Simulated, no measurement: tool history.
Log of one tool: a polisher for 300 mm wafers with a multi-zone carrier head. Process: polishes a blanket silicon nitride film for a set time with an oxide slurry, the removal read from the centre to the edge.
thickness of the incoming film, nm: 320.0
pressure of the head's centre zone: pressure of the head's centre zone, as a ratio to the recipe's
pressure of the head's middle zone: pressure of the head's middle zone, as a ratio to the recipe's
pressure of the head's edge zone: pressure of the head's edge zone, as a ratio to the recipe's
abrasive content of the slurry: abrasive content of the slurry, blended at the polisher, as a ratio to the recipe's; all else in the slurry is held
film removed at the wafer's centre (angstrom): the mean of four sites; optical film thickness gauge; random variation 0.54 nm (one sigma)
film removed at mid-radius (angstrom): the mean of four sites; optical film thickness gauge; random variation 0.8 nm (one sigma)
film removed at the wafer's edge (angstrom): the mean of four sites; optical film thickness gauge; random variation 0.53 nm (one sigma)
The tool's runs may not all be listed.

run  hour  flow of slurry (ml/min)  pressure of the head's centre zone  pressure of the head's middle zone  pressure of the head's edge zone  abrasive content of the slurry  polishing time (s)  film removed at the wafer's centre (angstrom)  film removed at mid-radius (angstrom)  film removed at the wafer's edge (angstrom)
  1     0                      145                                   1                                   1                                 1                               1                  75                                         752.87                                 669.53                                       694.13
  2   6.9                      140                                0.98                                0.99                              1.01                               1                  75                                         720.39                                 663.61                                       689.36
  3  14.4                      140                                0.98                                0.99                              0.92                               1                  75                                         724.86                                 671.91                                       653.69
  4  17.4                      140                                1.05                                0.99                              0.92                               1                  75                                         774.36                                 661.13                                       658.86
  5  19.9                      135                                1.02                                0.98                              0.94                               1                  75                                         751.16                                  655.9                                       666.78
     23.5  -- centre zone pressure recalibrated
  6  23.5                      135                                1.02                                0.98                              0.94                               1                  58                                         512.21                                  507.1                                       513.14
  7  24.6                      140                                1.01                                0.98                              0.97                            1.05                  58                                         527.84                                  532.2                                       536.09
  8  26.7                      145                                   1                                0.97                                 1                            1.05                  58                                         528.43                                 532.46                                       548.19

Run 9 comes next. What will it give?
  9  30.2                      150                                   1                                0.96                              1.03                            1.05                  58                                              ?                                      ?                                            ?

film removed at the wafer's centre (angstrom): 536.4
film removed at mid-radius (angstrom): 532.72
film removed at the wafer's edge (angstrom): 559.72

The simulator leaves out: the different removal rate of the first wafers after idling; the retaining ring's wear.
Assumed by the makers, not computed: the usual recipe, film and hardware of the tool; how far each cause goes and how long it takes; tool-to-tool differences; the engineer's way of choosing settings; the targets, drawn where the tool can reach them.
